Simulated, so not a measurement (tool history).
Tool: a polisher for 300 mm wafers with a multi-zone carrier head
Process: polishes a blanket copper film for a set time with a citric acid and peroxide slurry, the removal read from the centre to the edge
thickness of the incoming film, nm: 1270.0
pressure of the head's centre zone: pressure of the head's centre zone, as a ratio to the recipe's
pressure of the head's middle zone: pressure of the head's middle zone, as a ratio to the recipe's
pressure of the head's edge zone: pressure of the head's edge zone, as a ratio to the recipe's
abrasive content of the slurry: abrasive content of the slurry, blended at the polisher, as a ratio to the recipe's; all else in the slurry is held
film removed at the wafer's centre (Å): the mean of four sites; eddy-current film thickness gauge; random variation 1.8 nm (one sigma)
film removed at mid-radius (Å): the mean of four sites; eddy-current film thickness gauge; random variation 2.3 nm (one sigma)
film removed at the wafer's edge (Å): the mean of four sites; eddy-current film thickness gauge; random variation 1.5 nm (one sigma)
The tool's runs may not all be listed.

run    day  flow of slurry (ml/min)  pressure of the head's centre zone  pressure of the head's middle zone  pressure of the head's edge zone  abrasive content of the slurry  polishing time (s)  film removed at the wafer's centre (Å)  film removed at mid-radius (Å)  film removed at the wafer's edge (Å)
  1  0.000                      160                                1.00                                1.00                              1.00                            1.00                  87                                  2165.3                          2132.6                                2175.7
  2  0.138                      160                                1.00                                0.92                              1.00                            1.00                  87                                  2165.3                          2014.8                                2137.1
  3  0.475                      160                                0.99                                0.94                              0.98                            1.00                  87                                  2149.2                          2049.8                                2115.4
  4  0.846                      160                                0.98                                0.96                              0.97                            1.00                  87                                  2115.2                          2071.4                                2121.7
  5  0.983                      160                                0.98                                0.99                              0.97                            1.00                  87                                  2087.0                          2124.4                                2127.2
  6  1.033                      160                                0.98                                0.99                              0.97                            0.95                  87                                  2026.8                          2121.5                                2086.1
     1.092  -- slurry nozzle cleaned
  7  1.092                      160                                0.98                                1.00                              0.96                            0.95                  87                                  2176.5                          2202.6                                2133.7
  8  1.425                      155                                0.97                                1.01                              0.96                            0.95                  87                                  2137.0                          2214.8                                2143.8

The next listed run, before its measurement:
  9  1.479                      125                                0.90                                1.10                              0.88                            0.90                  87                                       ?                               ?                                     ?

{"run 9": {"film removed at the wafer's centre (Å)": 1925.0, "film removed at mid-radius (Å)": 2298.0, "film removed at the wafer's edge (Å)": 1977.3}}
